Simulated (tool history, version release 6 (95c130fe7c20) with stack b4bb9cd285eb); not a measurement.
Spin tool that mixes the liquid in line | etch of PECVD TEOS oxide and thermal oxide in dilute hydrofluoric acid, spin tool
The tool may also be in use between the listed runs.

run,hour,temperature setpoint of the liquid (K),parts of water to one part of 49 % hydrofluoric acid (parts by volume),time under the liquid (s),thickness taken off the PECVD TEOS oxide on a monitor wafer (Å),thickness taken off the thermal oxide on a monitor wafer (Å)
1,0,298.15,255,180,57.585,27.896
2,8.9,298.15,210,180,73.563,34.673
3,10.6,298.15,275,180,52.574,25.385
4,14.7,298.15,275,210,60.359,28.662
5,21.2,297.15,300,210,52.077,24.822
6,27.2,297.15,225,210,75.045,35.233
7,34.4,296.15,260,210,61.087,29.026
8,35.8,292.15,365,175,28.333,13.486
9,42.6,291.65,380,175,26.743,12.3

Expected results for the next run?
10,44.6,291.65,380,175,?,?

thickness taken off the PECVD TEOS oxide on a monitor wafer (Å): 26.688
thickness taken off the thermal oxide on a monitor wafer (Å): 12.625

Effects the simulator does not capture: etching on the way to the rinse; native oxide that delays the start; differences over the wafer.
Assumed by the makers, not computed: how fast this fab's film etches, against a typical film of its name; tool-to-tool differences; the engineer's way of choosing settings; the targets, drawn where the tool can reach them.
